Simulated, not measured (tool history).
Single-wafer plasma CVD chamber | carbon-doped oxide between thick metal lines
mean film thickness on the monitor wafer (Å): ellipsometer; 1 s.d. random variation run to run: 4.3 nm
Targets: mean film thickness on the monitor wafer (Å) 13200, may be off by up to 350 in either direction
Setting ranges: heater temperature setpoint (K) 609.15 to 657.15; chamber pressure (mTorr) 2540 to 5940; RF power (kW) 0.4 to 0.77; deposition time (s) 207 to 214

run  hour  heater temperature setpoint (K)  chamber pressure (mTorr)  RF power (kW)  deposition time (s)  mean film thickness on the monitor wafer (Å)
  1     0                           633.15                      4240          0.585                  207                                         11173
  2   1.8                           633.15                      4240          0.555                  207                                         10792
  3   6.8                           633.15                      4240          0.555                  214                                         11053
  4  10.8                           632.15                      4350          0.575                  214                                         11508
  5  12.5                           628.15                      4350          0.575                  214                                         11583
  6  18.7                           628.15                      4790          0.575                  214                                         11739
  7  19.6                           627.15                      4850           0.59                  214                                         11972
  8  23.4                           627.15                      4900            0.6                  214                                         12156
  9  24.9                           627.15                      4950           0.61                  214                                         12319
 10  33.7                           627.15                      5000           0.62                  214                                         12461
 11  38.7                           627.15                      5000           0.62                  214                                         12399
 12    46                           627.15                      5050          0.625                  214                                         12559
 13  49.1                           627.15                      5050          0.625                  214                                         12517

Which single option among these 5 for the next run brings every result within its allowed miss of target? Just one does.
  A  52.2                           626.15                      4440          0.655                  208                                             ?
  B  52.2                           633.15                      5530           0.61                  213                                             ?
  C  52.2                           622.15                      4690           0.59                  209                                             ?
  D  52.2                           624.15                      5050           0.62                  211                                             ?
  E  52.2                           632.15                      4960          0.725                  208                                             ?

move  mean film thickness on the monitor wafer (Å)
   A                                         12412
   B                                         12152
   C                                         11809
   D                                         12360
   E                                         13202
A: moves away from the targets compared with the last run
B: moves away from the targets compared with the last run
C: moves away from the targets compared with the last run
D: moves away from the targets compared with the last run
E: every result lands within tolerance
Go with E: it meets all targets.
